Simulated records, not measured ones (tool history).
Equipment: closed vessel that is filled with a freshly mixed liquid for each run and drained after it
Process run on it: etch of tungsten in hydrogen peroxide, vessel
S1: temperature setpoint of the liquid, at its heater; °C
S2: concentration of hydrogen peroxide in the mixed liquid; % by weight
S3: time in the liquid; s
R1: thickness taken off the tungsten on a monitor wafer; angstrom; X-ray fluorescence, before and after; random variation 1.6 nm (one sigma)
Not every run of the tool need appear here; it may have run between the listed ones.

run 1 hour=0.0 | S1=56.0 S2=16.5 S3=85 | R1=3447.5
run 2 hour=7.1 | S1=54.0 S2=16.5 S3=85 | R1=3016.8
run 3 hour=8.0 | S1=54.0 S2=16.5 S3=85 | R1=3019.3
run 4 hour=13.4 | S1=52.5 S2=16.5 S3=85 | R1=2757.7
run 5 hour=19.6 | S1=51.5 S2=16.5 S3=85 | R1=2662.0
run 6 hour=26.3 | S1=51.5 S2=20.0 S3=85 | R1=2891.6
run 7 hour=30.6 | S1=50.5 S2=20.0 S3=85 | R1=2715.3
run 8 hour=33.1 | S1=44.0 S2=20.0 S3=85 | R1=1807.6

Run 9 comes next. What will it give?
run 9 hour=39.8 | S1=44.0 S2=20.0 S3=85 | R1=?

Run 9 yielded R1 1805.5 angstrom.

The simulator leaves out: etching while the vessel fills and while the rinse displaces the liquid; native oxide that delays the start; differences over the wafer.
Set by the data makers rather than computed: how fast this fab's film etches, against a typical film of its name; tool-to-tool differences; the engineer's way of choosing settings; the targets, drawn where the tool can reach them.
